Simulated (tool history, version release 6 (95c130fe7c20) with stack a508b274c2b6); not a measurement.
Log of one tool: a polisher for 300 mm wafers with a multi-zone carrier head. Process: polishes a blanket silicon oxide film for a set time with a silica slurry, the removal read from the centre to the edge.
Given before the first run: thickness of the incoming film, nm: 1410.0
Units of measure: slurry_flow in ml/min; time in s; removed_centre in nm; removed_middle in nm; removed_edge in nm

run,hour,slurry_flow,centre_zone,middle_zone,edge_zone,slurry_solids,time,removed_centre,removed_middle,removed_edge
1,0,290,1,1,1,1,44,112.79,110,112.2
2,3.4,360,1,1,1,1,44,114.27,113.91,118.64
3,6.9,360,1,1,1,0.85,44,110.1,109.11,111.25
4,9,360,1,1,1,0.95,44,112.9,110.7,116.34
5,11,335,0.96,1,0.96,0.85,42,102.18,102.01,103
6,15.5,335,0.96,1,1.03,0.85,42,100.77,103.08,105.93

The next listed run, before its measurement:
7,19.3,340,0.88,1.1,0.93,0.6,30,?,?,?

{"run 7": {"removed_centre": 63.325, "removed_middle": 72.279, "removed_edge": 66.147}}

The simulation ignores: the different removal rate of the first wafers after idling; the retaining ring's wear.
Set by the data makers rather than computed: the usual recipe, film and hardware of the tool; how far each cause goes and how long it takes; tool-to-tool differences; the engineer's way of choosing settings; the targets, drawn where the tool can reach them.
